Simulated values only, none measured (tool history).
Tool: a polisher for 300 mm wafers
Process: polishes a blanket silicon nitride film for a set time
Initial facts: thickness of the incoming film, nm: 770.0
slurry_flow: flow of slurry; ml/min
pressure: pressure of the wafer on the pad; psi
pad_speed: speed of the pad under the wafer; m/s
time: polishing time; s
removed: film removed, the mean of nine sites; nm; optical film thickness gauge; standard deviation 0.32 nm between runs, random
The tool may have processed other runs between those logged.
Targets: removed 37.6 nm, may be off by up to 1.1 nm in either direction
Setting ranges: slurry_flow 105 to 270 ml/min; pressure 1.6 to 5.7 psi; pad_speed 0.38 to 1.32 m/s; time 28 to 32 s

run 1 day=0 | slurry_flow=175 pressure=3.6 pad_speed=0.84 time=32 | removed=44.861
run 2 day=0.062 | slurry_flow=175 pressure=4.2 pad_speed=0.84 time=32 | removed=51.337
run 3 day=0.396 | slurry_flow=175 pressure=4.2 pad_speed=0.84 time=32 | removed=51.082
run 4 day=0.471 | slurry_flow=175 pressure=4.8 pad_speed=0.84 time=32 | removed=58.56
run 5 day=0.692 | slurry_flow=215 pressure=4.8 pad_speed=0.84 time=32 | removed=58.988
run 6 day=1.058 | slurry_flow=185 pressure=4.8 pad_speed=0.84 time=32 | removed=59.158
run 7 day=1.292 | slurry_flow=185 pressure=4.2 pad_speed=0.84 time=32 | removed=51.541
run 8 day=1.408 | slurry_flow=185 pressure=3.7 pad_speed=0.84 time=32 | removed=46.078
run 9 day=1.692 | slurry_flow=185 pressure=3.4 pad_speed=0.84 time=32 | removed=43.297
run 10 day=2.029 | slurry_flow=185 pressure=3.2 pad_speed=0.84 time=32 | removed=40.56
run 11 day=2.146 | slurry_flow=185 pressure=3.1 pad_speed=0.84 time=32 | removed=39.632

Exactly one of the 5 candidate moves below puts every result within its allowed miss. Which one?
run A day=2.262 | slurry_flow=180 pressure=3.3 pad_speed=0.84 time=32 | removed=?
run B day=2.262 | slurry_flow=135 pressure=3 pad_speed=0.86 time=32 | removed=?
run C day=2.262 | slurry_flow=200 pressure=2.7 pad_speed=1.02 time=32 | removed=?
run D day=2.262 | slurry_flow=195 pressure=4.5 pad_speed=0.56 time=32 | removed=?
run E day=2.262 | slurry_flow=155 pressure=3.2 pad_speed=1.08 time=28 | removed=?

move=A removed=41.575
move=B removed=37.518
move=C removed=41.213
move=D removed=40.146
move=E removed=42.481
A: further off than the last run
B: all results in spec
C: further off than the last run
D: further off than the last run
E: further off than the last run
Answer: B
